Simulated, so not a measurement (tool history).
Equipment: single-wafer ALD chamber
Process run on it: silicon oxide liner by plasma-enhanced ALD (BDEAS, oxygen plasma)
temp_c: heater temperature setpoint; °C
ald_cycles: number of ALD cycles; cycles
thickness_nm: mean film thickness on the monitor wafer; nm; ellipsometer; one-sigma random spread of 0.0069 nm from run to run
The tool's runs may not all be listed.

run 1 hour=0.0 | temp_c=325 ald_cycles=25 | thickness_nm=2.2274
run 2 hour=5.9 | temp_c=325 ald_cycles=24 | thickness_nm=2.1368
run 3 hour=9.4 | temp_c=325 ald_cycles=20 | thickness_nm=1.7768
run 4 hour=12.0 | temp_c=324 ald_cycles=23 | thickness_nm=2.0395
run 5 hour=17.5 | temp_c=323 ald_cycles=25 | thickness_nm=2.2311
run 6 hour=23.0 | temp_c=323 ald_cycles=23 | thickness_nm=2.0595

Forecast run 7:
run 7 hour=25.3 | temp_c=319 ald_cycles=24 | thickness_nm=?

{"run 7": {"thickness_nm": 2.161}}
